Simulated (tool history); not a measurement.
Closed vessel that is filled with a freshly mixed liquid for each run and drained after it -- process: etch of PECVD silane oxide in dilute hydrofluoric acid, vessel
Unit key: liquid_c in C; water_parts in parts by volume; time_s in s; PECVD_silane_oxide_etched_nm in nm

run	hour	liquid_c	water_parts	time_s	PECVD_silane_oxide_etched_nm
1	0	23	50	85	47.992
2	3.2	23	60	85	39.187
3	7.7	25	60	85	43.301
4	9.5	25	75	85	33.717
5	18.3	26.5	70	85	39.192
6	21	27.5	70	85	40.493
7	29.7	28.5	70	85	41.67
8	37.1	28.5	70	85	42.048
9	42.9	29	65	85	46.242

What does the tool deliver on the next run?
10	48.8	29.5	65	85	?

Run 10 yielded PECVD_silane_oxide_etched_nm 46.37 nm.
